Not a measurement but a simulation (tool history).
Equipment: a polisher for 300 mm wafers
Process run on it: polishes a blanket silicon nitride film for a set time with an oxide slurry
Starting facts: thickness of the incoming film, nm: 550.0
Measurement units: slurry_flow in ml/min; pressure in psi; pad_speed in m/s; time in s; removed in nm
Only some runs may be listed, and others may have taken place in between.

run  hour  slurry_flow  pressure  pad_speed  slurry_solids  time  removed
  1   0.0          295       2.3       1.30           1.00    86   51.104
  2   7.0          295       2.3       1.30           0.90    86   48.441
  3   8.6          295       2.3       1.30           1.00    86   51.498
  4  13.4          295       2.4       1.30           1.00    86   53.176
  5  14.1          295       2.4       1.30           0.85    86   47.595
  6  17.9          295       2.6       1.30           0.85    86   51.912
  7  18.8          295       2.8       1.30           0.85    86   55.833
  8  22.1          295       2.9       1.30           0.85    86   57.398
  9  24.5          295       3.0       1.30           0.85    86   58.675
 10  25.1          295       3.1       1.32           0.85    86   63.346
 11  33.9          295       3.2       1.32           0.85    86   64.387
 12  40.2          295       3.3       1.32           0.85    86   67.070
 13  43.7          295       3.4       1.32           0.85    86   68.695
 14  49.9          300       3.5       1.34           0.85    86   70.332

Run 15 has not been measured yet. What should we expect?
 15  54.0          300       3.5       1.36           0.85    86        ?

Run 15 came out at removed 72.157 nm.
